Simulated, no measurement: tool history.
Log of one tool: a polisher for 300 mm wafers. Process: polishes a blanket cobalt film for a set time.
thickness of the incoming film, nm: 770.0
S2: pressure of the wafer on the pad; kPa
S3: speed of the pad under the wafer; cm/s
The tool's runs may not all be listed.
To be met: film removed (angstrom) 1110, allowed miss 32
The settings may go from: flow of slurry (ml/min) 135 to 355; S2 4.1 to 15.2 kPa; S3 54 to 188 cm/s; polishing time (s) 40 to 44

run 1 day=0 | flow_of_slurry_(ml/min)=225 S2=9.7 S3=120 polishing_time_(s)=44 | film_removed_(angstrom)=1767.5
run 2 day=0.092 | flow_of_slurry_(ml/min)=225 S2=9 S3=120 polishing_time_(s)=44 | film_removed_(angstrom)=1639.1
run 3 day=0.2 | flow_of_slurry_(ml/min)=225 S2=8.3 S3=120 polishing_time_(s)=44 | film_removed_(angstrom)=1513.9
run 4 day=0.296 | flow_of_slurry_(ml/min)=225 S2=7.6 S3=120 polishing_time_(s)=44 | film_removed_(angstrom)=1400.8
run 5 day=0.421 | flow_of_slurry_(ml/min)=225 S2=7.6 S3=120 polishing_time_(s)=40 | film_removed_(angstrom)=1256.4
run 6 day=0.633 | flow_of_slurry_(ml/min)=215 S2=6.9 S3=120 polishing_time_(s)=40 | film_removed_(angstrom)=1149.5
run 7 day=0.717 | flow_of_slurry_(ml/min)=210 S2=6.9 S3=120 polishing_time_(s)=40 | film_removed_(angstrom)=1145.2
run 8 day=0.942 | flow_of_slurry_(ml/min)=205 S2=6.9 S3=120 polishing_time_(s)=40 | film_removed_(angstrom)=1148.9

5 next moves are on the table. One of them brings every result within its allowed miss. Which?
run A day=1.167 | flow_of_slurry_(ml/min)=200 S2=7.6 S3=106 polishing_time_(s)=40 | film_removed_(angstrom)=?
run B day=1.167 | flow_of_slurry_(ml/min)=235 S2=6.2 S3=128 polishing_time_(s)=43 | film_removed_(angstrom)=?
run C day=1.167 | flow_of_slurry_(ml/min)=230 S2=8.3 S3=96 polishing_time_(s)=42 | film_removed_(angstrom)=?
run D day=1.167 | flow_of_slurry_(ml/min)=135 S2=8.3 S3=106 polishing_time_(s)=42 | film_removed_(angstrom)=?
run E day=1.167 | flow_of_slurry_(ml/min)=240 S2=4.8 S3=162 polishing_time_(s)=43 | film_removed_(angstrom)=?

move=A film_removed_(angstrom)=1108.6
move=B film_removed_(angstrom)=1206.9
move=C film_removed_(angstrom)=1173
move=D film_removed_(angstrom)=1174
move=E film_removed_(angstrom)=1199.6
A: meets every target
B: further off than the last run
C: further off than the last run
D: further off than the last run
E: further off than the last run
Answer: A
